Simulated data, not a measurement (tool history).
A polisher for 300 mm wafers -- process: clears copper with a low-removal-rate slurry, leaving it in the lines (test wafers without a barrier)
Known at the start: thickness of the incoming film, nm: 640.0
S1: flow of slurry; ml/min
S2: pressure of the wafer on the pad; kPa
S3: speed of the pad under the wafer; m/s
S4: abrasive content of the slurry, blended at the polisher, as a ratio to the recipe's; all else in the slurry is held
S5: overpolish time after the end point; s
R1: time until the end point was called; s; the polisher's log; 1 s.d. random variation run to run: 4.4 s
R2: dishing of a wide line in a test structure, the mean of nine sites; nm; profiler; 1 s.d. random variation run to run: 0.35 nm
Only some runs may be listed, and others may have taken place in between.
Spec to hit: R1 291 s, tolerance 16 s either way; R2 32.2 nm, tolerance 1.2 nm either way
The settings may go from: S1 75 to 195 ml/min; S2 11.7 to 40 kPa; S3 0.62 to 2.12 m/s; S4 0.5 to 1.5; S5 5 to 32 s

run,hour,S1,S2,S3,S4,S5,R1,R2
1,0,125,25.5,1.36,1,16,114.53,51.241
2,1.2,115,20.7,1.2,1,18,158.57,42.41
3,8.7,105,17.9,1.1,1,20,196.57,39.575
4,14,100,15.9,1.06,1,21,232.6,34.725
5,16.5,95,14.5,1.04,1,22,267.75,33.15
6,20.4,95,14.5,1.04,0.8,22,266.63,32.99
7,23.2,85,12.4,1.04,0.8,23,319.26,28.968
8,26.6,90,12.4,1.04,0.8,23,313.41,29.447
9,31.1,95,12.4,1.04,0.8,23,310.64,29.718
10,31.9,100,12.4,1.04,0.8,23,307.78,29.804
11,38.3,105,12.4,1.04,0.8,23,303.11,30.256
12,45.2,105,12.4,1.04,0.8,23,307.68,30.797
13,51.9,110,12.4,1.04,0.8,23,303.17,31.01

5 next moves are on the table. One of them brings every result within its allowed miss. Which?
A,58.6,115,13.1,0.88,0.9,22,?,?
B,58.6,95,12.4,1.12,0.95,23,?,?
C,58.6,95,15.2,0.76,0.7,27,?,?
D,58.6,175,13.1,0.86,1,21,?,?
E,58.6,110,13.1,0.84,0.65,27,?,?

move,R1,R2
A,304.44,28.539
B,280.73,31.38
C,319.68,32.592
D,280.53,29.352
E,332.09,31.318
A: lands further from the targets than the last run did
B: meets every target
C: meets the target for the result that was furthest off, but another lies outside its allowed miss
D: lands further from the targets than the last run did
E: meets the target for the result that was furthest off, but another lies outside its allowed miss
B meets every target.
